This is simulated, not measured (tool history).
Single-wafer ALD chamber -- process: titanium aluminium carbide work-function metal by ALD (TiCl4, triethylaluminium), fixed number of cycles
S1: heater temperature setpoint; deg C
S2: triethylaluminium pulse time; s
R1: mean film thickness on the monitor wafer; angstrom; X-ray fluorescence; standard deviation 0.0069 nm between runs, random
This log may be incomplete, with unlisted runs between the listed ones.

run 1 day=0 | S1=300 S2=9.63 | R1=17.88
run 2 day=0.262 | S1=310 S2=9.63 | R1=18.681
run 3 day=0.404 | S1=310 S2=7.89 | R1=18.234
run 4 day=0.625 | S1=307 S2=7.59 | R1=17.927
run 5 day=0.767 | S1=307 S2=6.59 | R1=17.496
run 6 day=0.988 | S1=305 S2=6.43 | R1=17.318
run 7 day=1.212 | S1=303 S2=6.29 | R1=17.091

Expected results for the next run?
run 8 day=1.446 | S1=301 S2=6.17 | R1=?

For run 8 the tool returned R1 16.889 angstrom.

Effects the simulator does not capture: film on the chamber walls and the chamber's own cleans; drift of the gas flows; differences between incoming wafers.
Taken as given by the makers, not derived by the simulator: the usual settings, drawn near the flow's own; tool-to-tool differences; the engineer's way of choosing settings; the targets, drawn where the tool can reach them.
